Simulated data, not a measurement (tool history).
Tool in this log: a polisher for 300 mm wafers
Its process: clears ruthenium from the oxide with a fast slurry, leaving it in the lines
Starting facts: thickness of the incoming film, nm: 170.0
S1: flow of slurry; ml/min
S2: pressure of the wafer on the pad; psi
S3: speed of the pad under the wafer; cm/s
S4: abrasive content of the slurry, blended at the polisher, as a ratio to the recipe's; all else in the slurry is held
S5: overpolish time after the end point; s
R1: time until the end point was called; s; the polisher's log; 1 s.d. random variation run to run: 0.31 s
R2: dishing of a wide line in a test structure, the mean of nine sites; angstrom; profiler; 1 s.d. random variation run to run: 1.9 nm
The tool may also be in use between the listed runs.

| run | hour | S1 | S2 | S3 | S4 | S5 | R1 | R2 |
|---|---|---|---|---|---|---|---|---|
| 1 | 0.0 | 280 | 2.2 | 110 | 1.0 | 25 | 42.098 | 760.42 |
| 2 | 5.7 | 280 | 2.4 | 112 | 1.0 | 25 | 38.435 | 833.92 |
| 3 | 13.3 | 280 | 2.4 | 112 | 1.0 | 32 | 37.798 | 1006.20 |
| 4 | 18.7 | 280 | 2.4 | 138 | 1.0 | 32 | 31.449 | 1159.70 |
| 5 | 23.7 | 280 | 2.4 | 138 | 1.0 | 26 | 31.402 | 983.05 |
| 6 | 29.2 | 320 | 2.4 | 138 | 1.0 | 26 | 31.660 | 1005.00 |
| 7 | 34.1 | 325 | 3.0 | 140 | 1.0 | 27 | 24.601 | 1257.60 |
| 8 | 39.2 | 325 | 3.2 | 140 | 1.0 | 27 | 23.285 | 1302.70 |

Run 9 comes next. What will it give?
| 9 | 40.1 | 325 | 3.3 | 140 | 1.0 | 27 | ? | ? |

Run 9 gave R1 22.514 s, R2 1320.60 angstrom.

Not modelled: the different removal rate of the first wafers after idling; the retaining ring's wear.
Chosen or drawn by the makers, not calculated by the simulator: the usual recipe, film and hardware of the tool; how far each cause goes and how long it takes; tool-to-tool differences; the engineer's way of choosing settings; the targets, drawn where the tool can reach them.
